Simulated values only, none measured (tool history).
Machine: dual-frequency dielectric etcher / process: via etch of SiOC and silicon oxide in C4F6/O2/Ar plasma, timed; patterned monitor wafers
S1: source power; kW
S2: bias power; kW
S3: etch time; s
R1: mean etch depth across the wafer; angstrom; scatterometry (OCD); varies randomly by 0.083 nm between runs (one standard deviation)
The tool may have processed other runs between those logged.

| run | hour | S1 | S2 | S3 | R1 |
|---|---|---|---|---|---|
| 1 | 0.0 | 0.440 | 0.137 | 42.5 | 475.00 |
| 2 | 9.0 | 0.440 | 0.128 | 42.5 | 468.21 |
| 3 | 9.9 | 0.440 | 0.145 | 42.5 | 483.75 |
| 4 | 13.8 | 0.390 | 0.138 | 42.0 | 447.29 |
| 5 | 22.2 | 0.390 | 0.138 | 42.5 | 449.78 |
| 6 | 27.3 | 0.390 | 0.122 | 42.5 | 437.41 |
| 7 | 33.5 | 0.360 | 0.121 | 42.5 | 421.32 |

Run 8 comes next. What will it give?
| 8 | 41.2 | 0.340 | 0.120 | 42.5 | ? |

Run 8 measured R1 409.52 angstrom.
